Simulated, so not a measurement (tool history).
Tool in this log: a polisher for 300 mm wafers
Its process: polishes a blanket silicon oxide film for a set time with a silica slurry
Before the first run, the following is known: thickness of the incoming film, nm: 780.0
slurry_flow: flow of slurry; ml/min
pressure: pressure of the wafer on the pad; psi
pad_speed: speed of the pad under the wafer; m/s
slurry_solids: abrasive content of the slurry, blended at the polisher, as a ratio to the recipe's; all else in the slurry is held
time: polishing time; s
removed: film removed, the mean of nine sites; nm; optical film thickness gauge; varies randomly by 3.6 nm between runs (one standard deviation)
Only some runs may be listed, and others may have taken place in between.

Run 1, hour 0.0: slurry_flow 310 ml/min, pressure 4.7 psi, pad_speed 1.14 m/s, slurry_solids 1.0, time 101 s. Result: removed 347.63 nm.
Run 2, hour 1.0: slurry_flow 310 ml/min, pressure 4.5 psi, pad_speed 1.14 m/s, slurry_solids 1.0, time 101 s. Result: removed 334.43 nm.
Run 3, hour 9.7: slurry_flow 310 ml/min, pressure 4.3 psi, pad_speed 1.14 m/s, slurry_solids 1.0, time 101 s. Result: removed 321.59 nm.
Run 4, hour 11.1: slurry_flow 310 ml/min, pressure 4.3 psi, pad_speed 1.30 m/s, slurry_solids 1.0, time 101 s. Result: removed 365.37 nm.
Run 5, hour 18.3: slurry_flow 310 ml/min, pressure 3.7 psi, pad_speed 1.30 m/s, slurry_solids 1.0, time 101 s. Result: removed 314.30 nm.
Run 6, hour 19.0: slurry_flow 250 ml/min, pressure 3.7 psi, pad_speed 1.30 m/s, slurry_solids 1.0, time 101 s. Result: removed 309.34 nm.

The next listed run, before its measurement:
Run 7, hour 19.8: slurry_flow 250 ml/min, pressure 3.6 psi, pad_speed 1.30 m/s, slurry_solids 1.0, time 101 s. Result: removed ?.

Run 7 yielded removed 301.08 nm.
